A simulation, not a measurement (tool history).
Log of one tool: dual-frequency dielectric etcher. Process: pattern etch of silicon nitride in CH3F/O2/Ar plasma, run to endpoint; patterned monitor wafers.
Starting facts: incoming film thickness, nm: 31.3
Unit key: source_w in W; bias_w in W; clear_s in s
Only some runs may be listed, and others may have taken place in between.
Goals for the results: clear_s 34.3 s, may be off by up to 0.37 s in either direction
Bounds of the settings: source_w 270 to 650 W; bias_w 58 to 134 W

{"run": 1, "hour": 0.0, "source_w": 460, "bias_w": 96, "clear_s": 38.814}
{"run": 2, "hour": 1.3, "source_w": 540, "bias_w": 96, "clear_s": 37.086}
{"run": 3, "hour": 5.1, "source_w": 570, "bias_w": 97, "clear_s": 36.362}
{"run": 4, "hour": 12.3, "source_w": 520, "bias_w": 97, "clear_s": 37.237}
{"run": 5, "hour": 17.5, "source_w": 560, "bias_w": 98, "clear_s": 36.472}
{"run": 6, "hour": 20.6, "source_w": 590, "bias_w": 99, "clear_s": 35.643}
{"run": 7, "hour": 25.7, "source_w": 610, "bias_w": 100, "clear_s": 35.238}
{"run": 8, "hour": 31.3, "source_w": 620, "bias_w": 101, "clear_s": 35.031}

Exercise: of the 5 proposed moves below, exactly one satisfies all targets within the stated allowed misses. Which move is it?
{"run": "A", "hour": 36.9, "source_w": 650, "bias_w": 111, "clear_s": "?"}
{"run": "B", "hour": 36.9, "source_w": 650, "bias_w": 112, "clear_s": "?"}
{"run": "C", "hour": 36.9, "source_w": 650, "bias_w": 109, "clear_s": "?"}
{"run": "D", "hour": 36.9, "source_w": 620, "bias_w": 117, "clear_s": "?"}
{"run": "E", "hour": 36.9, "source_w": 650, "bias_w": 101, "clear_s": "?"}

move=A clear_s=33.462
move=B clear_s=33.352
move=C clear_s=33.687
move=D clear_s=33.276
move=E clear_s=34.637
A: carries the result that was furthest off beyond its target, to the other side
B: carries the result that was furthest off beyond its target, to the other side
C: carries the result that was furthest off beyond its target, to the other side
D: carries the result that was furthest off beyond its target, to the other side
E: hits every target within its allowed miss
E is the move that brings every result within its allowed miss.
